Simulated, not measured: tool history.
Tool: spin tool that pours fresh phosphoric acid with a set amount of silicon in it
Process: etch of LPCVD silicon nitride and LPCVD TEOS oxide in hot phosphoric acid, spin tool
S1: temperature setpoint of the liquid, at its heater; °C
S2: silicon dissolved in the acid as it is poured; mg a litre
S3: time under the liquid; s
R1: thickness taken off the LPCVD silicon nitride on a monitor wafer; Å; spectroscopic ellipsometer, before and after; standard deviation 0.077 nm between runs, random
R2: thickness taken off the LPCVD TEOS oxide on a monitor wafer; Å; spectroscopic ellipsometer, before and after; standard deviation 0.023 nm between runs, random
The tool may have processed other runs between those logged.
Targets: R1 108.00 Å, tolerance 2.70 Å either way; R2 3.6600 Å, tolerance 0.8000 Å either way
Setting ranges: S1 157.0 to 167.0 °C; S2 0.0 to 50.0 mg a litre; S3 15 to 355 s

Run 1, hour 0.0: S1 162.0 °C, S2 28.5 mg a litre, S3 180 s. Result: R1 158.04 Å, R2 2.6354 Å.
Run 2, hour 6.9: S1 162.0 °C, S2 16.5 mg a litre, S3 180 s. Result: R1 159.43 Å, R2 3.4977 Å.
Run 3, hour 11.8: S1 162.0 °C, S2 33.0 mg a litre, S3 180 s. Result: R1 159.07 Å, R2 2.2570 Å.
Run 4, hour 19.3: S1 161.5 °C, S2 27.0 mg a litre, S3 170 s. Result: R1 147.05 Å, R2 2.5126 Å.
Run 5, hour 27.0: S1 163.0 °C, S2 27.0 mg a litre, S3 170 s. Result: R1 157.21 Å, R2 2.7878 Å.
Run 6, hour 33.6: S1 163.0 °C, S2 41.0 mg a litre, S3 170 s. Result: R1 154.69 Å, R2 1.4129 Å.
Run 7, hour 41.4: S1 162.0 °C, S2 35.5 mg a litre, S3 165 s. Result: R1 145.98 Å, R2 1.6219 Å.
Run 8, hour 44.9: S1 161.5 °C, S2 29.5 mg a litre, S3 160 s. Result: R1 141.36 Å, R2 2.1073 Å.
At hour 52.1: thermometer replaced.
Run 9, hour 52.1: S1 161.0 °C, S2 25.5 mg a litre, S3 155 s. Result: R1 142.24 Å, R2 2.8324 Å.
Run 10, hour 59.8: S1 161.0 °C, S2 24.0 mg a litre, S3 145 s. Result: R1 132.72 Å, R2 3.0017 Å.

Exactly one of the 4 candidate moves below puts every result within its allowed miss. Which one?
Run A, hour 67.5: S1 158.0 °C, S2 1.0 mg a litre, S3 140 s. Result: R1 ?, R2 ?.
Run B, hour 67.5: S1 160.0 °C, S2 25.0 mg a litre, S3 130 s. Result: R1 ?, R2 ?.
Run C, hour 67.5: S1 162.5 °C, S2 5.5 mg a litre, S3 130 s. Result: R1 ?, R2 ?.
Run D, hour 67.5: S1 159.0 °C, S2 0.0 mg a litre, S3 125 s. Result: R1 ?, R2 ?.

move      R1      R2
   A  115.73  3.2511
   B  114.97  1.9464
   C  124.98  3.8611
   D  106.89  3.1856
A: nearer than the last run, and not there yet
B: nearer than the last run, and not there yet
C: nearer than the last run, and not there yet
D: hits every target within its allowed miss
So the answer is move D, the one that meets all the targets.
